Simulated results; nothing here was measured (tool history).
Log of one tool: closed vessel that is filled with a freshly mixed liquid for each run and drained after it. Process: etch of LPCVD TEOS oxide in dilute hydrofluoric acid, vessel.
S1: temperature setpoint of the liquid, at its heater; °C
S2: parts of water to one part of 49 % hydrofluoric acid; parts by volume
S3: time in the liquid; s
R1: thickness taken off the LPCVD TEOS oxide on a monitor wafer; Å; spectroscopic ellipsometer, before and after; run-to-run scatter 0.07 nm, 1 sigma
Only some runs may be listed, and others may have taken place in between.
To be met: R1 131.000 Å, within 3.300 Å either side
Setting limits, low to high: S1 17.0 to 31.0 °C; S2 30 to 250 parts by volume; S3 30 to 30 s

{"run": 1, "hour": 0.0, "S1": 23.0, "S2": 140, "S3": 30, "R1": 57.917}
{"run": 2, "hour": 2.2, "S1": 23.0, "S2": 90, "S3": 30, "R1": 95.737}
{"run": 3, "hour": 9.7, "S1": 23.0, "S2": 90, "S3": 30, "R1": 94.859}
{"run": 4, "hour": 18.5, "S1": 25.5, "S2": 90, "S3": 30, "R1": 104.82}
{"run": 5, "hour": 21.5, "S1": 27.0, "S2": 90, "S3": 30, "R1": 112.13}
{"run": 6, "hour": 23.6, "S1": 27.0, "S2": 135, "S3": 30, "R1": 70.524}
{"run": 7, "hour": 26.4, "S1": 28.0, "S2": 120, "S3": 30, "R1": 83.069}
{"run": 8, "hour": 30.3, "S1": 29.0, "S2": 110, "S3": 30, "R1": 96.258}
{"run": 9, "hour": 33.4, "S1": 29.0, "S2": 110, "S3": 30, "R1": 95.215}
{"run": 10, "hour": 39.3, "S1": 29.5, "S2": 100, "S3": 30, "R1": 107.92}
{"run": 11, "hour": 44.6, "S1": 31.0, "S2": 80, "S3": 30, "R1": 147.49}
{"run": 12, "hour": 53.5, "S1": 30.0, "S2": 80, "S3": 30, "R1": 143.27}
{"run": 13, "hour": 60.1, "S1": 29.5, "S2": 80, "S3": 30, "R1": 139.93}
{"run": 14, "hour": 64.3, "S1": 29.5, "S2": 80, "S3": 30, "R1": 139.54}
{"run": 15, "hour": 69.8, "S1": 29.0, "S2": 80, "S3": 30, "R1": 136.9}
{"run": 16, "hour": 74.4, "S1": 29.0, "S2": 80, "S3": 30, "R1": 137.33}
{"run": 17, "hour": 75.8, "S1": 28.5, "S2": 80, "S3": 30, "R1": 136.07}

Which single option among these 4 for the next run brings every result within its allowed miss of target? Just one does.
{"run": "A", "hour": 77.2, "S1": 29.5, "S2": 85, "S3": 30, "R1": "?"}
{"run": "B", "hour": 77.2, "S1": 28.5, "S2": 75, "S3": 30, "R1": "?"}
{"run": "C", "hour": 77.2, "S1": 27.5, "S2": 85, "S3": 30, "R1": "?"}
{"run": "D", "hour": 77.2, "S1": 28.0, "S2": 85, "S3": 30, "R1": "?"}

move=A R1=131.800
move=B R1=145.800
move=C R1=122.030
move=D R1=124.420
A: every result lands within tolerance
B: further off than the last run
C: moves the result that the last run missed by most past its target, out the other side
D: moves the result that the last run missed by most past its target, out the other side
The move that meets every target is A.

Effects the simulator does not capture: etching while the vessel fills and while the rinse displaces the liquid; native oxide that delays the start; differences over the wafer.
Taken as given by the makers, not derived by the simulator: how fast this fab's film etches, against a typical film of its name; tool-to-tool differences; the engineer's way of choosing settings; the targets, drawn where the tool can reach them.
